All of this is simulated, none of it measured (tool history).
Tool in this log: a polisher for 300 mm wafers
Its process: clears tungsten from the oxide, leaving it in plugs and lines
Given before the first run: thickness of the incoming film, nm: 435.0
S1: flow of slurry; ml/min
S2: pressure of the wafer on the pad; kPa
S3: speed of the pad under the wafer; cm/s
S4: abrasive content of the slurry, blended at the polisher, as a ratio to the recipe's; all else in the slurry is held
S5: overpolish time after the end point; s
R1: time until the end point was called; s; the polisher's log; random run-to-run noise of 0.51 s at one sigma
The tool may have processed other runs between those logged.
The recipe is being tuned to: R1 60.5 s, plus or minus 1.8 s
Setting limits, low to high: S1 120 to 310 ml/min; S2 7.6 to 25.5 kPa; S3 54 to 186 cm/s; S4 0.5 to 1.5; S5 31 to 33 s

{"run": 1, "hour": 0.0, "S1": 200, "S2": 16.5, "S3": 118, "S4": 1, "S5": 31, "R1": 96.984}
{"run": 2, "hour": 1.8, "S1": 205, "S2": 19.3, "S3": 118, "S4": 1, "S5": 31, "R1": 82.711}
{"run": 3, "hour": 6.7, "S1": 205, "S2": 19.3, "S3": 102, "S4": 1, "S5": 31, "R1": 93.823}
{"run": 4, "hour": 9.9, "S1": 210, "S2": 21.4, "S3": 104, "S4": 1, "S5": 31, "R1": 83.719}
{"run": 5, "hour": 17.2, "S1": 210, "S2": 21.4, "S3": 104, "S4": 1, "S5": 33, "R1": 84.096}
{"run": 6, "hour": 23.0, "S1": 210, "S2": 24.1, "S3": 104, "S4": 1, "S5": 33, "R1": 74.672}
{"run": 7, "hour": 29.3, "S1": 220, "S2": 24.8, "S3": 110, "S4": 1, "S5": 33, "R1": 70.479}
{"run": 8, "hour": 36.9, "S1": 220, "S2": 24.8, "S3": 116, "S4": 1, "S5": 33, "R1": 65.958}
{"run": 9, "hour": 45.3, "S1": 220, "S2": 24.8, "S3": 118, "S4": 1, "S5": 33, "R1": 65.586}
{"run": 10, "hour": 54.2, "S1": 220, "S2": 24.8, "S3": 120, "S4": 1, "S5": 33, "R1": 64.939}
{"run": 11, "hour": 58.5, "S1": 220, "S2": 24.8, "S3": 122, "S4": 1, "S5": 33, "R1": 63.946}
{"run": 12, "hour": 66.8, "S1": 220, "S2": 24.8, "S3": 124, "S4": 1, "S5": 33, "R1": 63.539}

Of the 4 settings listed for the next run, only one would bring every result within its allowed miss of target. Which one?
{"run": "A", "hour": 75.1, "S1": 220, "S2": 23.4, "S3": 132, "S4": 1.25, "S5": 32, "R1": "?"}
{"run": "B", "hour": 75.1, "S1": 220, "S2": 25.5, "S3": 116, "S4": 1.05, "S5": 33, "R1": "?"}
{"run": "C", "hour": 75.1, "S1": 205, "S2": 20.7, "S3": 144, "S4": 0.95, "S5": 33, "R1": "?"}
{"run": "D", "hour": 75.1, "S1": 200, "S2": 24.1, "S3": 120, "S4": 1.05, "S5": 33, "R1": "?"}

move=A R1=59.767
move=B R1=63.834
move=C R1=67.745
move=D R1=66.202
A: in spec on every target
B: further off than the last run
C: further off than the last run
D: further off than the last run
Correct choice: A, which meets every target
